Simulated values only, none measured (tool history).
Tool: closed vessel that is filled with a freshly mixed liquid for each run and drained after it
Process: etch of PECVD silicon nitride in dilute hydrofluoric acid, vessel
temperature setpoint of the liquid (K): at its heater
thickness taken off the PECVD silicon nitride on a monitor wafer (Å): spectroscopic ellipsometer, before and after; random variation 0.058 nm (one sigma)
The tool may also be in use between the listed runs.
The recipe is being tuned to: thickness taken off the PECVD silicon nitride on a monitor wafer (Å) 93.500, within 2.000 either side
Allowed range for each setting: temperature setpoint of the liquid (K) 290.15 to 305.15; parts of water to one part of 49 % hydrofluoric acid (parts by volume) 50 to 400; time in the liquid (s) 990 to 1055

run	day	temperature setpoint of the liquid (K)	parts of water to one part of 49 % hydrofluoric acid (parts by volume)	time in the liquid (s)	thickness taken off the PECVD silicon nitride on a monitor wafer (Å)
1	0.000	297.15	225	990	118.120
2	0.292	294.65	225	990	101.140
3	0.525	296.15	225	990	111.500
4	0.846	296.15	265	990	96.041
5	1.150	298.65	265	990	111.810
6	1.458	298.15	265	990	107.760
7	1.729	297.65	265	990	105.080
8	1.750	297.15	265	990	102.140
9	2.012	296.15	265	990	95.538

Below are 5 possible settings for the next run. Only one of them brings all results inside the allowed miss of their targets. Which is it?
A	2.275	294.65	235	1020	?
B	2.275	297.15	280	1035	?
C	2.275	297.15	285	1020	?
D	2.275	298.15	325	1040	?
E	2.275	295.65	260	1040	?

move	thickness taken off the PECVD silicon nitride on a monitor wafer (Å)
A	101.390
B	101.290
C	98.090
D	93.263
E	99.759
A: further off than the last run
B: further off than the last run
C: further off than the last run
D: every result lands within tolerance
E: further off than the last run
D meets every target.

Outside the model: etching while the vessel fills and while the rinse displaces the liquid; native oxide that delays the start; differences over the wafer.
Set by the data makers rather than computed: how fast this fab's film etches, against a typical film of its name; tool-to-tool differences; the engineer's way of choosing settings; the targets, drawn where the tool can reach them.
